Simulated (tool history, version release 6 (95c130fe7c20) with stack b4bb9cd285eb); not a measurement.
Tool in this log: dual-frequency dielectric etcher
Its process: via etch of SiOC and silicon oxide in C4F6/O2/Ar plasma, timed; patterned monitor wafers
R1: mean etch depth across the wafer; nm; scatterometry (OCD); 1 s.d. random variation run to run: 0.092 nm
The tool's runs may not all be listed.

run 1 hour=0.0 | source_power_(kW)=0.450 bias_power_(kW)=0.150 etch_time_(s)=39.0 | R1=39.581
run 2 hour=7.2 | source_power_(kW)=0.450 bias_power_(kW)=0.150 etch_time_(s)=39.0 | R1=39.535
run 3 hour=9.9 | source_power_(kW)=0.400 bias_power_(kW)=0.132 etch_time_(s)=38.5 | R1=35.087
run 4 hour=12.0 | source_power_(kW)=0.470 bias_power_(kW)=0.132 etch_time_(s)=38.5 | R1=38.849
run 5 hour=12.6 | source_power_(kW)=0.470 bias_power_(kW)=0.110 etch_time_(s)=38.5 | R1=37.455
run 6 hour=19.1 | source_power_(kW)=0.470 bias_power_(kW)=0.093 etch_time_(s)=38.5 | R1=36.328
run 7 hour=24.5 | source_power_(kW)=0.420 bias_power_(kW)=0.092 etch_time_(s)=38.5 | R1=33.444

Forecast run 8:
run 8 hour=31.9 | source_power_(kW)=0.400 bias_power_(kW)=0.091 etch_time_(s)=38.5 | R1=?

For run 8 the tool returned R1 32.396 nm.

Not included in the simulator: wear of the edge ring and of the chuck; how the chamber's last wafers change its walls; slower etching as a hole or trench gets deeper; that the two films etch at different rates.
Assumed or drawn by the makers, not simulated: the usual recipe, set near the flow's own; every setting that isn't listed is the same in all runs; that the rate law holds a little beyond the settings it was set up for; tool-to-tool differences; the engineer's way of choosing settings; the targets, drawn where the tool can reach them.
